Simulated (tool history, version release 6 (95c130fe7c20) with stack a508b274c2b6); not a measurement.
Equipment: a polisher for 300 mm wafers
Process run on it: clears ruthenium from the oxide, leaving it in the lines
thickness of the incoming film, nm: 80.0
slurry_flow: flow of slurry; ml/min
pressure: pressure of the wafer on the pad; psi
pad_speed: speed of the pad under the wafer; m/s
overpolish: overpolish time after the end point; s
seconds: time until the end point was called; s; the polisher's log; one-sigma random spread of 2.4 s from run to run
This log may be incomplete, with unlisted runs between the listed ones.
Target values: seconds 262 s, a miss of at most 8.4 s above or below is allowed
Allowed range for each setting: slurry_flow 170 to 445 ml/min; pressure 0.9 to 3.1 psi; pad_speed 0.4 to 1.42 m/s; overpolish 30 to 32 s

| run | hour | slurry_flow | pressure | pad_speed | overpolish | seconds |
|---|---|---|---|---|---|---|
| 1 | 0 | 285 | 2 | 0.9 | 30 | 93.178 |
| 2 | 2.3 | 320 | 2 | 0.9 | 30 | 93.461 |
| 3 | 9.9 | 320 | 2 | 1.04 | 30 | 80.531 |
| 4 | 17.4 | 320 | 1.8 | 0.94 | 30 | 99.364 |
| 5 | 18 | 320 | 1.6 | 0.86 | 30 | 117.27 |
| 6 | 23.3 | 320 | 1.6 | 0.74 | 30 | 134.32 |
| 7 | 25.4 | 320 | 1.5 | 0.68 | 30 | 155.1 |
| 8 | 31 | 320 | 1.4 | 0.64 | 30 | 175 |
| 9 | 32 | 320 | 1.3 | 0.62 | 30 | 189.71 |
| 10 | 34.5 | 315 | 1.2 | 0.6 | 30 | 213.93 |
| 11 | 41.6 | 315 | 1.2 | 0.6 | 30 | 211.22 |
| 12 | 45.9 | 300 | 1.2 | 0.6 | 30 | 210.51 |
| 13 | 46.6 | 300 | 0.9 | 0.52 | 30 | 304.14 |
|  | 49.3 | worn pad replaced by a new one |
| 14 | 49.3 | 300 | 0.9 | 0.52 | 30 | 284.62 |

5 candidate next runs follow, results not yet known. Just one meets every target within its allowed miss. Identify it.
| A | 52 | 235 | 0.9 | 0.52 | 30 | ? |
| B | 52 | 275 | 1.1 | 0.48 | 30 | ? |
| C | 52 | 270 | 0.9 | 0.46 | 30 | ? |
| D | 52 | 250 | 0.9 | 0.48 | 30 | ? |
| E | 52 | 230 | 0.9 | 0.64 | 30 | ? |

| move | seconds |
|---|---|
| A | 298.29 |
| B | 266.01 |
| C | 327.34 |
| D | 317.97 |
| E | 247.84 |
A: the biggest miss grows against the last run
B: meets every target
C: the biggest miss grows against the last run
D: the biggest miss grows against the last run
E: takes the biggest miss from the last run beyond its target
Go with B: it meets all targets.
